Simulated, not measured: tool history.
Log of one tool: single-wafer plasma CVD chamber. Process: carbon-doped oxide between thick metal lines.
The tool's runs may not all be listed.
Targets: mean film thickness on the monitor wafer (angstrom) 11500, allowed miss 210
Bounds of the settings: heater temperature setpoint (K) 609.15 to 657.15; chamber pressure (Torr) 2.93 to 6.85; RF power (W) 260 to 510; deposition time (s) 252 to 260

run	hour	heater temperature setpoint (K)	chamber pressure (Torr)	RF power (W)	deposition time (s)	mean film thickness on the monitor wafer (angstrom)
1	0	633.15	4.89	385	252	9687.8
2	8.9	623.15	4.89	385	252	9868.5
3	10.2	623.15	5.08	395	252	10161
4	13	623.15	5.08	425	252	10855
5	13.7	623.15	5.68	425	252	11130
6	20.8	623.15	6.16	425	252	11101
7	27	622.15	6.21	425	252	11269
8	31.4	622.15	6.25	425	252	11217

Which of these 4 next moves meets every target?
A	35.8	622.15	5.76	425	252	?
B	35.8	623.15	6.05	385	260	?
C	35.8	623.15	6.45	420	252	?
D	35.8	611.15	6.46	400	260	?

move	mean film thickness on the monitor wafer (angstrom)
A	11150
B	10604
C	11155
D	11469
A: further off than the last run
B: further off than the last run
C: further off than the last run
D: meets every target
Answer: D
